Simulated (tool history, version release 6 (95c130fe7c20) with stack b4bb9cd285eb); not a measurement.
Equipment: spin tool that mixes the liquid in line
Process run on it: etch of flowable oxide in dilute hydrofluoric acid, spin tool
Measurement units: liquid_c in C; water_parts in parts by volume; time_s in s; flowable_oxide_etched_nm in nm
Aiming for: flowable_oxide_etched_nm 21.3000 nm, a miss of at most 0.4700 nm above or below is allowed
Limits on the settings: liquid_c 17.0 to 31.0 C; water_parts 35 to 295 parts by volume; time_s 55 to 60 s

Run 1, hour 0.0: liquid_c 23.0 C, water_parts 165 parts by volume, time_s 55 s. Result: flowable_oxide_etched_nm 7.5115 nm.
Run 2, hour 2.2: liquid_c 24.5 C, water_parts 145 parts by volume, time_s 55 s. Result: flowable_oxide_etched_nm 9.4276 nm.
Run 3, hour 5.5: liquid_c 28.0 C, water_parts 145 parts by volume, time_s 55 s. Result: flowable_oxide_etched_nm 10.6070 nm.
Run 4, hour 6.3: liquid_c 28.0 C, water_parts 180 parts by volume, time_s 55 s. Result: flowable_oxide_etched_nm 8.2630 nm.
Run 5, hour 12.3: liquid_c 28.5 C, water_parts 155 parts by volume, time_s 55 s. Result: flowable_oxide_etched_nm 10.1710 nm.
Run 6, hour 15.6: liquid_c 29.0 C, water_parts 135 parts by volume, time_s 55 s. Result: flowable_oxide_etched_nm 11.9910 nm.
Run 7, hour 17.6: liquid_c 29.5 C, water_parts 120 parts by volume, time_s 55 s. Result: flowable_oxide_etched_nm 14.1540 nm.
Run 8, hour 23.1: liquid_c 30.0 C, water_parts 110 parts by volume, time_s 55 s. Result: flowable_oxide_etched_nm 15.8820 nm.
Run 9, hour 29.4: liquid_c 30.0 C, water_parts 105 parts by volume, time_s 55 s. Result: flowable_oxide_etched_nm 16.8610 nm.
Run 10, hour 38.4: liquid_c 30.0 C, water_parts 100 parts by volume, time_s 55 s. Result: flowable_oxide_etched_nm 17.5970 nm.
Run 11, hour 45.0: liquid_c 31.0 C, water_parts 75 parts by volume, time_s 55 s. Result: flowable_oxide_etched_nm 25.2820 nm.
Run 12, hour 52.0: liquid_c 28.0 C, water_parts 75 parts by volume, time_s 55 s. Result: flowable_oxide_etched_nm 22.9950 nm.
Run 13, hour 57.3: liquid_c 28.0 C, water_parts 75 parts by volume, time_s 55 s. Result: flowable_oxide_etched_nm 22.7380 nm.
Run 14, hour 63.5: liquid_c 27.5 C, water_parts 75 parts by volume, time_s 55 s. Result: flowable_oxide_etched_nm 22.2800 nm.

5 next moves are on the table. One of them brings every result within its allowed miss. Which?
Run A, hour 69.7: liquid_c 28.5 C, water_parts 80 parts by volume, time_s 55 s. Result: flowable_oxide_etched_nm ?.
Run B, hour 69.7: liquid_c 28.5 C, water_parts 75 parts by volume, time_s 55 s. Result: flowable_oxide_etched_nm ?.
Run C, hour 69.7: liquid_c 31.0 C, water_parts 90 parts by volume, time_s 60 s. Result: flowable_oxide_etched_nm ?.
Run D, hour 69.7: liquid_c 27.0 C, water_parts 70 parts by volume, time_s 55 s. Result: flowable_oxide_etched_nm ?.
Run E, hour 69.7: liquid_c 29.5 C, water_parts 85 parts by volume, time_s 60 s. Result: flowable_oxide_etched_nm ?.

move  flowable_oxide_etched_nm
   A                   21.3170
   B                   22.9000
   C                   22.4110
   D                   23.2990
   E                   22.5830
A: meets every target
B: the biggest miss grows against the last run
C: the biggest miss grows against the last run
D: the biggest miss grows against the last run
E: the biggest miss grows against the last run
Go with A: it meets all targets.
